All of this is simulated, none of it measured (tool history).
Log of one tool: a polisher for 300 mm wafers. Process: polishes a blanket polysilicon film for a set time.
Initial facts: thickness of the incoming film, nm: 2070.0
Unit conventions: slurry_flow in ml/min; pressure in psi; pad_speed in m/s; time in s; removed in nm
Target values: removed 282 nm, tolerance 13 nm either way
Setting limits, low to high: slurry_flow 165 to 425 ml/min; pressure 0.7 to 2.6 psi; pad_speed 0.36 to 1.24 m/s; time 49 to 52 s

run 1 hour=0 | slurry_flow=275 pressure=1.6 pad_speed=0.8 time=49 | removed=160.96
run 2 hour=2.9 | slurry_flow=275 pressure=1.3 pad_speed=0.8 time=49 | removed=134.92
run 3 hour=8.6 | slurry_flow=250 pressure=1.3 pad_speed=0.8 time=49 | removed=133.33
run 4 hour=13 | slurry_flow=185 pressure=1.3 pad_speed=0.8 time=49 | removed=124.39
run 5 hour=14 | slurry_flow=200 pressure=1.6 pad_speed=0.8 time=49 | removed=156.12
run 6 hour=22.7 | slurry_flow=205 pressure=1.8 pad_speed=0.8 time=49 | removed=177.12
run 7 hour=28.9 | slurry_flow=205 pressure=2.3 pad_speed=0.82 time=49 | removed=229.42
run 8 hour=36.3 | slurry_flow=205 pressure=2.4 pad_speed=0.82 time=49 | removed=235.31
run 9 hour=43.8 | slurry_flow=205 pressure=2.4 pad_speed=0.84 time=49 | removed=236.77
run 10 hour=49.8 | slurry_flow=205 pressure=2.4 pad_speed=0.86 time=49 | removed=248.38
run 11 hour=56.7 | slurry_flow=205 pressure=2.4 pad_speed=0.86 time=49 | removed=248.75
run 12 hour=61.5 | slurry_flow=205 pressure=2.5 pad_speed=0.88 time=49 | removed=259.62

Which single option among these 5 for the next run brings every result within its allowed miss of target? Just one does.
run A hour=66.3 | slurry_flow=200 pressure=2.1 pad_speed=0.84 time=52 | removed=?
run B hour=66.3 | slurry_flow=210 pressure=2.5 pad_speed=0.8 time=50 | removed=?
run C hour=66.3 | slurry_flow=275 pressure=2.6 pad_speed=0.84 time=51 | removed=?
run D hour=66.3 | slurry_flow=290 pressure=2.5 pad_speed=0.76 time=52 | removed=?
run E hour=66.3 | slurry_flow=240 pressure=2.2 pad_speed=0.86 time=50 | removed=?

move=A removed=225.65
move=B removed=247.5
move=C removed=284.35
move=D removed=255.06
move=E removed=238.26
A: moves away from the targets compared with the last run
B: moves away from the targets compared with the last run
C: every result lands within tolerance
D: moves away from the targets compared with the last run
E: moves away from the targets compared with the last run
C is the move that brings every result within its allowed miss.

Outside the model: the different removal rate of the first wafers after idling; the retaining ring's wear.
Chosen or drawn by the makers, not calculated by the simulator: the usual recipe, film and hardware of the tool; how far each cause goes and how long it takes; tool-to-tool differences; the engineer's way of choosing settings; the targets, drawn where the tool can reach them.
